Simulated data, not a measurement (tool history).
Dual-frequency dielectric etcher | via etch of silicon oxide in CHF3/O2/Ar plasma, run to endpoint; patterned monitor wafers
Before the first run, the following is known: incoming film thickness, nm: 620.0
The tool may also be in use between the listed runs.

run,day,source power (kW),bias power (kW),endpoint time (s)
1,0,0.88,0.221,254.6
2,0.25,0.88,0.182,274.33
3,0.554,0.88,0.144,296.85
4,0.612,0.88,0.178,275.69
5,0.892,1.01,0.178,260.04
6,1.096,1.07,0.178,251.88
7,1.192,0.98,0.176,264.53

Run 8 has not been measured yet. What should we expect?
8,1.292,0.91,0.174,?

endpoint time (s): 273.38
